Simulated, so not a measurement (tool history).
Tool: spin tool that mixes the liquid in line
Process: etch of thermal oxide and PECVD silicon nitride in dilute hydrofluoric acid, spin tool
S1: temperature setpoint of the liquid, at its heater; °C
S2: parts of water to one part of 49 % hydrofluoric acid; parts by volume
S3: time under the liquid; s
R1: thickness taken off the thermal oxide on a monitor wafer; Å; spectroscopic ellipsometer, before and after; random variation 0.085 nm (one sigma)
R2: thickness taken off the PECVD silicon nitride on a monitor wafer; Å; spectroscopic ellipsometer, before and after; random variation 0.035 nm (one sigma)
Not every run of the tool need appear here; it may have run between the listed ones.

run,day,S1,S2,S3,R1,R2
1,0,23,55,95,86.72,42.747
2,0.162,23,55,115,105.2,52.329
3,0.412,23,55,135,122.77,59.503
4,0.779,21.5,55,135,116.27,54.489
5,1.092,21,55,135,111.82,52.916
6,1.183,20.5,55,135,110.04,51.358

The next listed run, before its measurement:
7,1.533,20,55,135,?,?

{"run 7": {"R1": 108.88, "R2": 48.848}}
